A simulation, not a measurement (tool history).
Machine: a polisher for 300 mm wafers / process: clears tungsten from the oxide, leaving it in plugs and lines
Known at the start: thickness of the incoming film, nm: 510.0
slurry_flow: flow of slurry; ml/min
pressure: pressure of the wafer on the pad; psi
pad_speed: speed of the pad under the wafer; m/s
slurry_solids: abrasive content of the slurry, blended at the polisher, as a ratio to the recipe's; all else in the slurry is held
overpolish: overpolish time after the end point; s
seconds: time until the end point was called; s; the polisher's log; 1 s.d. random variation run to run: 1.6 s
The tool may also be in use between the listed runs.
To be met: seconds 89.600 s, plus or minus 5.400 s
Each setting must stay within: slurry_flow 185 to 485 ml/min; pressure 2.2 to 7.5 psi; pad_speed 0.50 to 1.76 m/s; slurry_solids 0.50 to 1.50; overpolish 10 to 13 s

run	hour	slurry_flow	pressure	pad_speed	slurry_solids	overpolish	seconds
1	0.0	310	4.8	1.12	1.00	13	65.525
2	5.8	310	4.8	1.12	1.00	13	64.979
3	10.3	310	4.5	1.12	1.00	13	69.478
4	18.1	310	4.3	1.12	1.00	13	72.586
5	25.0	310	4.3	1.12	1.00	10	71.079
6	32.0	390	4.3	1.12	1.00	10	69.616
7	35.2	390	3.0	1.08	1.00	10	97.999
8	37.1	390	3.1	1.08	1.00	10	93.905

Of the 4 settings listed for the next run, only one would bring every result within its allowed miss of target. Which one?
A	39.0	345	3.4	0.94	0.90	11	?
B	39.0	485	3.3	1.08	0.95	13	?
C	39.0	430	3.0	1.02	1.15	10	?
D	39.0	435	3.1	0.98	1.00	10	?

move	seconds
A	107.990
B	93.318
C	102.710
D	107.310
A: its largest miss is bigger than the last run's
B: hits every target within its allowed miss
C: its largest miss is bigger than the last run's
D: its largest miss is bigger than the last run's
B is the move that brings every result within its allowed miss.

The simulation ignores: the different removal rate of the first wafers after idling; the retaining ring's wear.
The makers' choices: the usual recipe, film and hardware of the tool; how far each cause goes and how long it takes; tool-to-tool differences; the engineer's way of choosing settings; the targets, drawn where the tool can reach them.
